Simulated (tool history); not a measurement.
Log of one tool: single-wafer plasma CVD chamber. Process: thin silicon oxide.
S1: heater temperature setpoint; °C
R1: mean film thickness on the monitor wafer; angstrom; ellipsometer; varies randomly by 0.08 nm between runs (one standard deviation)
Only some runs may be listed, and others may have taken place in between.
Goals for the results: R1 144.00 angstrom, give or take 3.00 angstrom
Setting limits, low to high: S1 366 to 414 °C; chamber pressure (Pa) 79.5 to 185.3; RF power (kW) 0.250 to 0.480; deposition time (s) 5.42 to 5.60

{"run": 1, "hour": 0.0, "S1": 390, "chamber pressure (Pa)": 132.4, "RF power (kW)": 0.365, "deposition time (s)": 5.42, "R1": 125.64}
{"run": 2, "hour": 2.7, "S1": 390, "chamber pressure (Pa)": 132.4, "RF power (kW)": 0.385, "deposition time (s)": 5.42, "R1": 128.0}
{"run": 3, "hour": 7.0, "S1": 381, "chamber pressure (Pa)": 132.4, "RF power (kW)": 0.385, "deposition time (s)": 5.42, "R1": 129.67}
{"run": 4, "hour": 10.9, "S1": 381, "chamber pressure (Pa)": 136.8, "RF power (kW)": 0.385, "deposition time (s)": 5.42, "R1": 132.96}
{"run": 5, "hour": 15.2, "S1": 381, "chamber pressure (Pa)": 140.1, "RF power (kW)": 0.385, "deposition time (s)": 5.42, "R1": 133.84}
{"run": 6, "hour": 15.9, "S1": 372, "chamber pressure (Pa)": 140.1, "RF power (kW)": 0.385, "deposition time (s)": 5.42, "R1": 137.19}
{"run": 7, "hour": 18.3, "S1": 372, "chamber pressure (Pa)": 142.3, "RF power (kW)": 0.385, "deposition time (s)": 5.42, "R1": 137.88}
{"run": 8, "hour": 26.2, "S1": 372, "chamber pressure (Pa)": 144.3, "RF power (kW)": 0.385, "deposition time (s)": 5.42, "R1": 137.04}
{"run": 9, "hour": 31.5, "S1": 372, "chamber pressure (Pa)": 155.2, "RF power (kW)": 0.39, "deposition time (s)": 5.42, "R1": 148.29}

Exercise: of the 5 proposed moves below, exactly one satisfies all targets within the stated allowed misses. Which move is it?
{"run": "A", "hour": 36.8, "S1": 376, "chamber pressure (Pa)": 164.1, "RF power (kW)": 0.375, "deposition time (s)": 5.43, "R1": "?"}
{"run": "B", "hour": 36.8, "S1": 374, "chamber pressure (Pa)": 154.5, "RF power (kW)": 0.395, "deposition time (s)": 5.56, "R1": "?"}
{"run": "C", "hour": 36.8, "S1": 370, "chamber pressure (Pa)": 156.5, "RF power (kW)": 0.39, "deposition time (s)": 5.46, "R1": "?"}
{"run": "D", "hour": 36.8, "S1": 381, "chamber pressure (Pa)": 148.0, "RF power (kW)": 0.37, "deposition time (s)": 5.6, "R1": "?"}
{"run": "E", "hour": 36.8, "S1": 380, "chamber pressure (Pa)": 167.5, "RF power (kW)": 0.38, "deposition time (s)": 5.6, "R1": "?"}

move=A R1=148.54
move=B R1=150.64
move=C R1=148.96
move=D R1=142.67
move=E R1=154.97
A: moves away from the targets compared with the last run
B: moves away from the targets compared with the last run
C: moves away from the targets compared with the last run
D: each result inside its tolerance
E: moves away from the targets compared with the last run
D meets every target.
